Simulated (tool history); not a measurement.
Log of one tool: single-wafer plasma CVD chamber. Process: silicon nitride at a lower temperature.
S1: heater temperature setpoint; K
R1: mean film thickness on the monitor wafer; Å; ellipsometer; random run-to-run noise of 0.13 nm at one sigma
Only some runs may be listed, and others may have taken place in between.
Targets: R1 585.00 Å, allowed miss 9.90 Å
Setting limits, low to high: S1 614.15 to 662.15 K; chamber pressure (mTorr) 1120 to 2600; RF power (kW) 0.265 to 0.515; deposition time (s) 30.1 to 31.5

Run 1, hour 0.0: S1 638.15 K, chamber pressure (mTorr) 1860, RF power (kW) 0.390, deposition time (s) 31.5. Result: R1 502.56 Å.
Run 2, hour 0.7: S1 629.15 K, chamber pressure (mTorr) 1860, RF power (kW) 0.390, deposition time (s) 31.5. Result: R1 501.56 Å.
Run 3, hour 7.6: S1 629.15 K, chamber pressure (mTorr) 2060, RF power (kW) 0.405, deposition time (s) 31.5. Result: R1 532.74 Å.
Run 4, hour 11.4: S1 629.15 K, chamber pressure (mTorr) 2210, RF power (kW) 0.410, deposition time (s) 31.5. Result: R1 548.92 Å.
Run 5, hour 11.9: S1 629.15 K, chamber pressure (mTorr) 2210, RF power (kW) 0.410, deposition time (s) 30.1. Result: R1 522.92 Å.
Run 6, hour 20.3: S1 629.15 K, chamber pressure (mTorr) 2310, RF power (kW) 0.425, deposition time (s) 30.2. Result: R1 543.47 Å.
Run 7, hour 23.4: S1 629.15 K, chamber pressure (mTorr) 2380, RF power (kW) 0.435, deposition time (s) 30.2. Result: R1 554.33 Å.
Run 8, hour 28.3: S1 629.15 K, chamber pressure (mTorr) 2440, RF power (kW) 0.440, deposition time (s) 30.2. Result: R1 561.54 Å.

Exactly one of the 5 candidate moves below puts every result within its allowed miss. Which one?
Run A, hour 33.2: S1 623.15 K, chamber pressure (mTorr) 2400, RF power (kW) 0.450, deposition time (s) 31.2. Result: R1 ?.
Run B, hour 33.2: S1 628.15 K, chamber pressure (mTorr) 2130, RF power (kW) 0.425, deposition time (s) 30.8. Result: R1 ?.
Run C, hour 33.2: S1 622.15 K, chamber pressure (mTorr) 2470, RF power (kW) 0.460, deposition time (s) 31.5. Result: R1 ?.
Run D, hour 33.2: S1 627.15 K, chamber pressure (mTorr) 2480, RF power (kW) 0.450, deposition time (s) 30.1. Result: R1 ?.
Run E, hour 33.2: S1 628.15 K, chamber pressure (mTorr) 2600, RF power (kW) 0.390, deposition time (s) 30.6. Result: R1 ?.

move      R1
   A  586.66
   B  540.31
   C  604.51
   D  570.29
   E  542.60
A: hits every target within its allowed miss
B: moves away from the targets compared with the last run
C: pushes the last run's worst result past its target
D: nearer the targets than the last run, but a result is still out of spec
E: moves away from the targets compared with the last run
So the answer is move A, the one that meets all the targets.

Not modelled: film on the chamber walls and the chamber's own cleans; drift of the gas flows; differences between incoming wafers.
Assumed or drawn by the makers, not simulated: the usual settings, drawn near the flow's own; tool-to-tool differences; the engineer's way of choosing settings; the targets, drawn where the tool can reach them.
